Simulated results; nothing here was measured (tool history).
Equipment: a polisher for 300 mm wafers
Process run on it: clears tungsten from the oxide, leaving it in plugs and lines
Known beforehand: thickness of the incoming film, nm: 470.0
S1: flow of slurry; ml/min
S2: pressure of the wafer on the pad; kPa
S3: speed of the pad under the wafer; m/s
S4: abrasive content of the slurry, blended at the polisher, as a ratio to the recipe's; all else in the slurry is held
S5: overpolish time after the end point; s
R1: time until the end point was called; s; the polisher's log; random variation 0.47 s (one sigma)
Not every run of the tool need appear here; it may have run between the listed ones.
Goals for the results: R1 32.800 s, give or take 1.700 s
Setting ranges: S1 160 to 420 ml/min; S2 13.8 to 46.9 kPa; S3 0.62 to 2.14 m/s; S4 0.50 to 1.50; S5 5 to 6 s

| run | hour | S1 | S2 | S3 | S4 | S5 | R1 |
|---|---|---|---|---|---|---|---|
| 1 | 0.0 | 270 | 30.3 | 1.38 | 1.00 | 6 | 50.013 |
| 2 | 7.1 | 270 | 33.1 | 1.40 | 1.00 | 6 | 47.312 |
| 3 | 13.1 | 270 | 28.3 | 1.40 | 1.00 | 6 | 50.843 |
| 4 | 21.1 | 270 | 31.7 | 1.46 | 1.00 | 6 | 45.633 |
| 5 | 28.0 | 270 | 34.5 | 1.48 | 1.00 | 6 | 42.410 |
| 6 | 31.2 | 270 | 36.5 | 1.50 | 1.00 | 6 | 40.865 |
| 7 | 33.7 | 270 | 38.6 | 1.52 | 1.00 | 6 | 37.714 |
| 8 | 40.2 | 270 | 40.0 | 1.52 | 1.00 | 6 | 37.308 |
| 9 | 43.1 | 270 | 41.4 | 1.54 | 1.00 | 6 | 35.112 |

Exactly one of the 5 candidate moves below puts every result within its allowed miss. Which one?
| A | 46.0 | 270 | 37.9 | 1.50 | 1.20 | 5 | ? |
| B | 46.0 | 260 | 41.4 | 1.44 | 1.05 | 5 | ? |
| C | 46.0 | 255 | 44.1 | 1.44 | 0.90 | 6 | ? |
| D | 46.0 | 230 | 43.4 | 1.70 | 0.90 | 6 | ? |
| E | 46.0 | 260 | 43.4 | 1.44 | 0.95 | 6 | ? |

| move | R1 |
|---|---|
| A | 38.285 |
| B | 38.257 |
| C | 37.317 |
| D | 32.544 |
| E | 37.403 |
A: misses by more than the last run did
B: misses by more than the last run did
C: misses by more than the last run did
D: every result lands within tolerance
E: misses by more than the last run did
Correct choice: D, which meets every target

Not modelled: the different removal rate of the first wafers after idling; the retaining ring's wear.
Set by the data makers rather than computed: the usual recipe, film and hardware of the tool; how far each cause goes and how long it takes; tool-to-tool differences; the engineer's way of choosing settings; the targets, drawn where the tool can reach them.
